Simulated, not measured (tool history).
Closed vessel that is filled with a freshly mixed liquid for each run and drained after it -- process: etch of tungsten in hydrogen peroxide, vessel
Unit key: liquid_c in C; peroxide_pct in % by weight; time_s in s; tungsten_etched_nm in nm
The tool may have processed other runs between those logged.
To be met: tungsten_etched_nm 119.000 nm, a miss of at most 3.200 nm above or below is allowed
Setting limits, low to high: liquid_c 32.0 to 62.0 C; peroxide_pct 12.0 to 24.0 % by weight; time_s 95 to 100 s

run 1 hour=0.0 | liquid_c=46.0 peroxide_pct=16.0 time_s=95 | tungsten_etched_nm=62.763
run 2 hour=1.6 | liquid_c=49.5 peroxide_pct=16.0 time_s=95 | tungsten_etched_nm=78.134
run 3 hour=3.4 | liquid_c=49.5 peroxide_pct=16.0 time_s=100 | tungsten_etched_nm=83.203
run 4 hour=8.6 | liquid_c=52.5 peroxide_pct=16.0 time_s=100 | tungsten_etched_nm=97.665
run 5 hour=13.4 | liquid_c=52.5 peroxide_pct=16.0 time_s=100 | tungsten_etched_nm=99.196
run 6 hour=14.2 | liquid_c=53.5 peroxide_pct=16.0 time_s=100 | tungsten_etched_nm=105.640
run 7 hour=22.6 | liquid_c=54.0 peroxide_pct=16.0 time_s=100 | tungsten_etched_nm=109.550
run 8 hour=26.7 | liquid_c=54.5 peroxide_pct=16.0 time_s=100 | tungsten_etched_nm=112.480
run 9 hour=32.9 | liquid_c=55.0 peroxide_pct=16.0 time_s=100 | tungsten_etched_nm=114.390

Below are 5 possible settings for the next run. Only one of them brings all results inside the allowed miss of their targets. Which is it?
run A hour=39.1 | liquid_c=56.0 peroxide_pct=14.0 time_s=95 | tungsten_etched_nm=?
run B hour=39.1 | liquid_c=55.0 peroxide_pct=15.0 time_s=100 | tungsten_etched_nm=?
run C hour=39.1 | liquid_c=54.5 peroxide_pct=16.0 time_s=100 | tungsten_etched_nm=?
run D hour=39.1 | liquid_c=54.0 peroxide_pct=18.5 time_s=95 | tungsten_etched_nm=?
run E hour=39.1 | liquid_c=55.5 peroxide_pct=16.5 time_s=100 | tungsten_etched_nm=?

move=A tungsten_etched_nm=108.760
move=B tungsten_etched_nm=111.700
move=C tungsten_etched_nm=111.990
move=D tungsten_etched_nm=111.050
move=E tungsten_etched_nm=120.670
A: misses by more than the last run did
B: misses by more than the last run did
C: misses by more than the last run did
D: misses by more than the last run did
E: all results land within tolerance of their targets
The right move is E.
